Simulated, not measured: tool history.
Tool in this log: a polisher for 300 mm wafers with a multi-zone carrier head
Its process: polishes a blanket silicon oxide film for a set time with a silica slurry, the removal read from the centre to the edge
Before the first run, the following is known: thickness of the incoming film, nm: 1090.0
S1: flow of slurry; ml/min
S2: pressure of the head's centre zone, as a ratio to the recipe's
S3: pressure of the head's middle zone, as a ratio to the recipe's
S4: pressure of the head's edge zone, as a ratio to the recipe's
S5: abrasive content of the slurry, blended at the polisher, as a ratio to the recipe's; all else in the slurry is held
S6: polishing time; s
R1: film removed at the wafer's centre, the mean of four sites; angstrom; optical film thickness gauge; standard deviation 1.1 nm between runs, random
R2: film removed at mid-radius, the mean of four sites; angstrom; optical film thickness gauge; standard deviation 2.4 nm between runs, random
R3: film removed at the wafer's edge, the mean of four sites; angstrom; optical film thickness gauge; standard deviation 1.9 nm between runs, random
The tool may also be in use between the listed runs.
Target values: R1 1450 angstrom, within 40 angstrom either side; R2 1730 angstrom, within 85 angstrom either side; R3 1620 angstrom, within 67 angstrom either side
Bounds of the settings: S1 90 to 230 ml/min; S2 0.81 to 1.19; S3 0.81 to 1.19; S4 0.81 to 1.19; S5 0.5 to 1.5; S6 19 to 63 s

run  hour   S1    S2    S3    S4    S5  S6      R1      R2      R3
  1     0  150     1     1     1     1  41  1779.1  1801.3    1769
  2     7  135     1     1     1     1  41  1738.6  1730.5  1773.1
  3  13.3  135     1     1     1   1.1  41  1803.1  1821.4  1839.6
  4  14.7  135     1     1  1.07   1.1  41  1774.9    1849    1924
  5  21.5  130  0.98  1.01  1.05  1.05  41  1725.9  1783.7  1863.4
  6    23  130  0.95  1.03  1.03     1  41  1625.9  1781.2  1741.5
  7  23.8  125  0.94  1.03  1.03     1  41  1578.2  1768.7  1773.3
  8  31.3  120  0.93  1.04  1.02     1  41  1548.6  1732.1  1730.1
  9  33.7  115  0.92  1.05  1.01     1  41  1510.9  1742.7  1725.8
 10  37.9  115  0.92  1.06     1     1  41    1529  1706.1  1707.2
 11  42.7  115  0.91  1.07  0.99     1  41    1501  1763.8  1700.3
 12  44.5  115  0.91  1.07  0.98     1  41  1490.2  1795.9  1738.4
 13  45.6  115  0.91  1.07  0.97     1  41  1498.7  1791.7  1686.6
 14  49.7  115  0.91  1.07  0.96     1  41  1492.3  1747.8  1723.4
 15    56  115  0.91  1.08  0.96     1  41  1509.8  1813.4    1691
 16  58.5  115  0.91  1.08  0.95     1  41  1529.6  1790.8  1676.9

Of the 5 settings listed for the next run, only one would bring every result within its allowed miss of target. Which one?
  A    61  115  1.02  1.03  0.95  1.05  40   ?   ?   ?
  B    61  145  0.87  1.09  0.97  1.15  39   ?   ?   ?
  C    61  105  0.87  1.02  0.83   0.9  45   ?   ?   ?
  D    61  120  0.98  1.15   0.9  0.95  40   ?   ?   ?
  E    61  140  0.98     1   0.9  1.05  37   ?   ?   ?

move      R1      R2      R3
   A  1690.4  1751.2  1667.6
   B  1560.5  1972.3  1771.7
   C  1466.9  1774.5  1631.5
   D  1574.3  1860.7  1570.7
   E    1588  1658.9  1563.6
A: misses by more than the last run did
B: misses by more than the last run did
C: hits every target within its allowed miss
D: misses by more than the last run did
E: misses by more than the last run did
C is the move that brings every result within its allowed miss.
